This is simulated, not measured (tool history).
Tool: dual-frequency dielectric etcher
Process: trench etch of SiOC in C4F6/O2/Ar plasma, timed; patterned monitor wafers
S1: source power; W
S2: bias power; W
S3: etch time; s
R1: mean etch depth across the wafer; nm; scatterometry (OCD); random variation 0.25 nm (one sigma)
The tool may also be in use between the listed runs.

run  hour   S1   S2    S3      R1
  1   0.0  250  244  16.0  31.800
  2   8.1  250  218  16.0  30.391
  3  14.5  250  218  14.5  27.542
  4  22.5  280  218  14.5  28.788
     25.7  -- bias power generator calibrated
  5  25.7  290  237  14.5  30.414
  6  28.3  300  250  14.5  31.551
  7  29.1  310  260  14.5  32.326
  8  33.1  320  269  14.5  33.383
  9  39.2  320  276  14.5  33.792
 10  45.6  320  282  14.5  34.513
 11  46.2  320  285  14.5  34.455

Forecast run 12:
 12  48.0  320  289  14.5   ?

R1: 34.809 nm
